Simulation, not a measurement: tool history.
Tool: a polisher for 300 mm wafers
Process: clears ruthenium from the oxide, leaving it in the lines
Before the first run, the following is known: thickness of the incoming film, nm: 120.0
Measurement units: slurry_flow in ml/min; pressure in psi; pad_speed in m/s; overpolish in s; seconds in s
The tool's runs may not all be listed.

run    day  slurry_flow  pressure  pad_speed  overpolish  seconds
  1  0.000          140       1.5       1.14          16   145.89
  2  0.300          145       1.6       1.14          16   139.07
  3  0.496          145       1.7       1.16          16   129.52
  4  0.825          145       1.5       1.16          16   146.48
  5  1.117          145       1.6       1.16          16   136.49
  6  1.350          145       1.7       1.16          16   130.11
  7  1.567          145       1.8       1.18          16   121.80

Run 8 is up next; what results do you expect?
  8  1.704          145       1.9       1.20          16        ?

seconds: 114.02 s
